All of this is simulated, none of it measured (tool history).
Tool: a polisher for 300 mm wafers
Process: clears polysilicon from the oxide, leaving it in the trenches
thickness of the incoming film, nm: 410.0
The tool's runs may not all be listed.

run  hour  flow of slurry (ml/min)  pressure of the wafer on the pad (kPa)  speed of the pad under the wafer (cm/s)  overpolish time after the end point (s)  time until the end point was called (s)  dishing of a wide line in a test structure (angstrom)
  1   0.0                      125                                    17.9                                      126                                       13                                   20.857                                                 738.21
  2   6.4                      125                                    20.7                                      126                                       13                                   18.671                                                 772.79
  3  14.9                      125                                    20.7                                       96                                       13                                   23.500                                                 747.12
  4  17.6                      120                                    17.9                                       94                                       11                                   27.680                                                 665.52
  5  20.4                      120                                    17.9                                       66                                       11                                   36.631                                                 623.36
  6  23.2                      120                                    17.2                                       66                                       10                                   38.299                                                 591.84
  7  31.2                      120                                    16.5                                       66                                       10                                   39.433                                                 560.87

Forecast run 8:
  8  33.2                      120                                    16.5                                       66                                       10                                        ?                                                      ?

Run 8 gave time until the end point was called (s) 39.481, dishing of a wide line in a test structure (angstrom) 568.47.
